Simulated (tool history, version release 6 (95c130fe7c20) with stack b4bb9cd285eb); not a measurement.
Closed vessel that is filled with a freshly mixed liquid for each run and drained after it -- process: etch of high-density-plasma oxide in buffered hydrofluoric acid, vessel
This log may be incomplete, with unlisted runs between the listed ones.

run	day	temperature setpoint of the liquid (°C)	parts of 40 % ammonium fluoride to one part of 49 % hydrofluoric acid (parts by volume)	time in the liquid (s)	thickness taken off the high-density-plasma oxide on a monitor wafer (angstrom)
1	0.000	21.0	12.5	30	331.83
2	0.300	20.5	13.0	30	310.36
3	0.592	20.5	16.5	30	245.82
4	0.650	20.5	16.5	30	247.32
5	0.692	20.5	16.5	30	244.63
# day 0.829: hydrofluoric acid flow meter replaced
6	0.829	20.5	13.0	30	296.53
7	0.904	17.0	17.0	30	186.30

For run 8, what comes out?
8	1.262	17.0	17.5	30	?

For run 8 the tool returned thickness taken off the high-density-plasma oxide on a monitor wafer (angstrom) 180.35.
